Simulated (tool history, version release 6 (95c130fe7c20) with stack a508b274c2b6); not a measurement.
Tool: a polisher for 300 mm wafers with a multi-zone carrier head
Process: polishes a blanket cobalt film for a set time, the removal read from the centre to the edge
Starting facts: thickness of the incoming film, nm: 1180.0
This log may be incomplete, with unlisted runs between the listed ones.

run,hour,flow of slurry (ml/min),pressure of the head's centre zone,pressure of the head's middle zone,pressure of the head's edge zone,polishing time (s),film removed at the wafer's centre (nm),film removed at mid-radius (nm),film removed at the wafer's edge (nm)
1,0.0,200,1.00,1.00,1.00,89,339.90,343.57,341.06
2,4.5,200,1.00,1.06,1.00,89,341.27,357.92,337.90
3,12.4,205,0.99,1.07,1.02,90,339.48,366.04,347.00
4,19.7,210,0.98,1.08,1.04,91,338.90,375.44,351.90
5,28.2,215,0.97,1.09,1.06,92,341.37,376.95,361.79
6,29.6,215,0.97,1.09,1.13,92,348.00,381.94,382.48
7,36.6,220,0.96,1.10,1.14,93,348.92,387.24,378.19
8,41.2,220,0.95,1.11,1.15,94,348.12,401.30,382.99
9,43.4,220,0.94,1.11,1.16,95,346.66,399.53,389.04
10,46.5,220,0.93,1.12,1.16,96,342.49,410.03,397.87

The next listed run, before its measurement:
11,54.8,225,0.93,1.13,1.16,96,?,?,?

film removed at the wafer's centre (nm): 349.63
film removed at mid-radius (nm): 408.67
film removed at the wafer's edge (nm): 398.96

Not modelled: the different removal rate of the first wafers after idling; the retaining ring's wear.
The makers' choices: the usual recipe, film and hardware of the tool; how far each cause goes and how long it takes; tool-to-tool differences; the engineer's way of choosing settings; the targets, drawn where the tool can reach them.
